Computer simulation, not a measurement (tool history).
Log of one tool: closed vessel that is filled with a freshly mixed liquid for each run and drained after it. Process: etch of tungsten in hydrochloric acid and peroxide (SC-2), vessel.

run,day,temperature setpoint of the liquid (K),parts of water to one part each of 37 % hydrochloric acid and 30 % peroxide (parts by volume),time in the liquid (s),thickness taken off the tungsten on a monitor wafer (nm)
1,0,331.15,6.5,105,29.489
2,0.033,331.15,6.5,105,29.427
3,0.117,330.65,6.5,105,28.568
4,0.492,330.65,6.5,105,28.325
5,0.738,333.15,6.5,105,33.329
6,0.912,332.65,6.5,105,32.448

Run 7 comes next. What will it give?
7,1.25,332.15,6.5,105,?

Run 7 gave thickness taken off the tungsten on a monitor wafer (nm) 31.499.
